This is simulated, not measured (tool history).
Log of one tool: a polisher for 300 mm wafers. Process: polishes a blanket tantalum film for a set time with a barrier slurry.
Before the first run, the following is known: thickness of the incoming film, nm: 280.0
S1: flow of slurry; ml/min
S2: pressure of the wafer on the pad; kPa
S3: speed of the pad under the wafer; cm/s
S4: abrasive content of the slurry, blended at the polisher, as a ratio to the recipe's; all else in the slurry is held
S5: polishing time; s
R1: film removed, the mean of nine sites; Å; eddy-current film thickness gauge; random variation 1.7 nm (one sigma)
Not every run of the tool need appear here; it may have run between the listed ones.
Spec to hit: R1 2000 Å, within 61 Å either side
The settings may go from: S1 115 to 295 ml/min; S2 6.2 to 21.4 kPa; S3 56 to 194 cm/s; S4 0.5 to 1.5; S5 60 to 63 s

{"run": 1, "day": 0.0, "S1": 190, "S2": 13.8, "S3": 124, "S4": 1, "S5": 60, "R1": 1440.8}
{"run": 2, "day": 0.367, "S1": 160, "S2": 13.8, "S3": 124, "S4": 1, "S5": 60, "R1": 1405.9}
{"run": 3, "day": 0.504, "S1": 165, "S2": 14.5, "S3": 124, "S4": 1, "S5": 60, "R1": 1467.6}
{"run": 4, "day": 0.592, "S1": 120, "S2": 14.5, "S3": 124, "S4": 1, "S5": 60, "R1": 1422.7}
{"run": 5, "day": 0.775, "S1": 120, "S2": 14.5, "S3": 124, "S4": 1, "S5": 60, "R1": 1428.8}
{"run": 6, "day": 0.921, "S1": 120, "S2": 11.7, "S3": 124, "S4": 1, "S5": 60, "R1": 1150}
{"run": 7, "day": 1.225, "S1": 125, "S2": 12.4, "S3": 124, "S4": 1, "S5": 60, "R1": 1226.4}
{"run": 8, "day": 1.258, "S1": 130, "S2": 13.1, "S3": 124, "S4": 1, "S5": 60, "R1": 1320.6}
{"run": 9, "day": 1.421, "S1": 135, "S2": 13.8, "S3": 124, "S4": 1, "S5": 60, "R1": 1395.6}
{"run": 10, "day": 1.462, "S1": 140, "S2": 14.5, "S3": 124, "S4": 1, "S5": 60, "R1": 1465}
{"run": 11, "day": 1.704, "S1": 145, "S2": 15.2, "S3": 124, "S4": 1, "S5": 60, "R1": 1527.8}
{"run": 12, "day": 1.896, "S1": 150, "S2": 15.9, "S3": 124, "S4": 1, "S5": 60, "R1": 1598.4}
{"run": 13, "day": 2.125, "S1": 155, "S2": 16.5, "S3": 124, "S4": 1, "S5": 60, "R1": 1673.2}
{"run": 14, "day": 2.183, "S1": 160, "S2": 17.2, "S3": 124, "S4": 1, "S5": 60, "R1": 1794.5}

Below are 5 possible settings for the next run. Only one of them brings all results inside the allowed miss of their targets. Which is it?
{"run": "A", "day": 2.242, "S1": 155, "S2": 18.6, "S3": 134, "S4": 0.95, "S5": 63, "R1": "?"}
{"run": "B", "day": 2.242, "S1": 150, "S2": 16.5, "S3": 150, "S4": 1.05, "S5": 63, "R1": "?"}
{"run": "C", "day": 2.242, "S1": 145, "S2": 16.5, "S3": 118, "S4": 1.05, "S5": 63, "R1": "?"}
{"run": "D", "day": 2.242, "S1": 175, "S2": 20.7, "S3": 118, "S4": 1, "S5": 60, "R1": "?"}
{"run": "E", "day": 2.242, "S1": 160, "S2": 17.9, "S3": 136, "S4": 1, "S5": 63, "R1": "?"}

move=A R1=2126.5
move=B R1=2183.7
move=C R1=1721.6
move=D R1=2053.9
move=E R1=2127.8
A: moves the result that the last run missed by most past its target, out the other side
B: moves the result that the last run missed by most past its target, out the other side
C: moves away from the targets compared with the last run
D: hits every target within its allowed miss
E: moves the result that the last run missed by most past its target, out the other side
D is the move that brings every result within its allowed miss.

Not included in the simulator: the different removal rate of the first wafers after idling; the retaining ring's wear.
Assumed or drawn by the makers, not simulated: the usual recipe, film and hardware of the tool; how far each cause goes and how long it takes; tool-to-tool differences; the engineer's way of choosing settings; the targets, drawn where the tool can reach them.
